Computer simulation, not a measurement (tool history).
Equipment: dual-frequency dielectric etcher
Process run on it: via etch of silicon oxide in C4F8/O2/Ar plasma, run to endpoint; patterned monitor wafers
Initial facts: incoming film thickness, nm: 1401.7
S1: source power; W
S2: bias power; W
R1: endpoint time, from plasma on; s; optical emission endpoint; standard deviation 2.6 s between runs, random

run,hour,S1,S2,R1
1,0.0,2310,1497,298.99
2,8.0,2630,1497,284.60
3,16.3,2430,1434,298.14
4,24.5,2270,1395,307.17
5,30.3,2270,1568,299.07
6,32.7,2120,1521,312.39
7,35.8,2010,1500,320.72
8,41.1,1930,1484,326.90
9,49.5,1860,1471,330.80
10,54.1,1800,1459,338.74

Predict the results of run 11:
11,55.3,1760,1453,?

Run 11 measured R1 343.43 s.
